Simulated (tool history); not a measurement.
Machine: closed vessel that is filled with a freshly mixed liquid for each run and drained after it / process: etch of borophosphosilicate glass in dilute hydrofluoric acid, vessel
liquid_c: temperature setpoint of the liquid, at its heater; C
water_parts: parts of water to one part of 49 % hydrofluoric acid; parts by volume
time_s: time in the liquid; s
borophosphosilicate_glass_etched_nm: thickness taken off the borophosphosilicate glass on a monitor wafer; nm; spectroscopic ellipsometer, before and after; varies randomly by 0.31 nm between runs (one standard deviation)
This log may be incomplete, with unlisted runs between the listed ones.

run,day,liquid_c,water_parts,time_s,borophosphosilicate_glass_etched_nm
1,0,22,110,100,74.558
2,0.254,22,95,100,88.472
3,0.396,22,95,105,92.006
4,0.438,20.5,105,105,78.132
5,0.612,20.5,75,105,112.98
6,0.704,20.5,50,105,175.62
7,0.758,19.5,70,105,116.82
8,0.958,19.5,70,105,115.68
9,1.221,19,80,105,98.117
10,1.55,18.5,90,105,85.372

What will run 11 give?
11,1.612,18,100,105,?

Run 11 measured borophosphosilicate_glass_etched_nm 73.757 nm.
